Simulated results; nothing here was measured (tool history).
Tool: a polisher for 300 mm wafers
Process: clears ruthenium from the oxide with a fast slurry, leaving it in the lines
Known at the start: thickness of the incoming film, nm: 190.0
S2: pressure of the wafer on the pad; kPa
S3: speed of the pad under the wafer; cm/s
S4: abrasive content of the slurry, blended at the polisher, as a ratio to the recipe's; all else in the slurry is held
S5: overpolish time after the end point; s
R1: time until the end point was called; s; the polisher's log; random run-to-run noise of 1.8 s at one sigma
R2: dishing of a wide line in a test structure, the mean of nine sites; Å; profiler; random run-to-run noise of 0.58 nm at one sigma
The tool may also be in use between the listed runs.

{"run": 1, "hour": 0.0, "flow of slurry (ml/min)": 230, "S2": 21.4, "S3": 112, "S4": 1, "S5": 16, "R1": 41.673, "R2": 583}
{"run": 2, "hour": 1.6, "flow of slurry (ml/min)": 175, "S2": 21.4, "S3": 112, "S4": 1, "S5": 16, "R1": 42.811, "R2": 566.87}
{"run": 3, "hour": 9.4, "flow of slurry (ml/min)": 175, "S2": 17.9, "S3": 94, "S4": 1, "S5": 17, "R1": 60.215, "R2": 427.09}
{"run": 4, "hour": 13.7, "flow of slurry (ml/min)": 145, "S2": 17.9, "S3": 94, "S4": 1, "S5": 17, "R1": 61.283, "R2": 407.94}
{"run": 5, "hour": 19.8, "flow of slurry (ml/min)": 145, "S2": 17.9, "S3": 94, "S4": 0.8, "S5": 17, "R1": 68.439, "R2": 388.84}
{"run": 6, "hour": 23.0, "flow of slurry (ml/min)": 145, "S2": 15.2, "S3": 90, "S4": 0.8, "S5": 18, "R1": 82.17, "R2": 349.62}
{"run": 7, "hour": 25.3, "flow of slurry (ml/min)": 145, "S2": 13.1, "S3": 88, "S4": 0.8, "S5": 19, "R1": 99.725, "R2": 312.4}
{"run": 8, "hour": 33.5, "flow of slurry (ml/min)": 145, "S2": 12.4, "S3": 88, "S4": 0.8, "S5": 20, "R1": 102.2, "R2": 303.39}

For run 9, what comes out?
{"run": 9, "hour": 35.9, "flow of slurry (ml/min)": 145, "S2": 11.7, "S3": 88, "S4": 0.8, "S5": 21, "R1": "?", "R2": "?"}

R1: 108.64 s
R2: 313.45 Å

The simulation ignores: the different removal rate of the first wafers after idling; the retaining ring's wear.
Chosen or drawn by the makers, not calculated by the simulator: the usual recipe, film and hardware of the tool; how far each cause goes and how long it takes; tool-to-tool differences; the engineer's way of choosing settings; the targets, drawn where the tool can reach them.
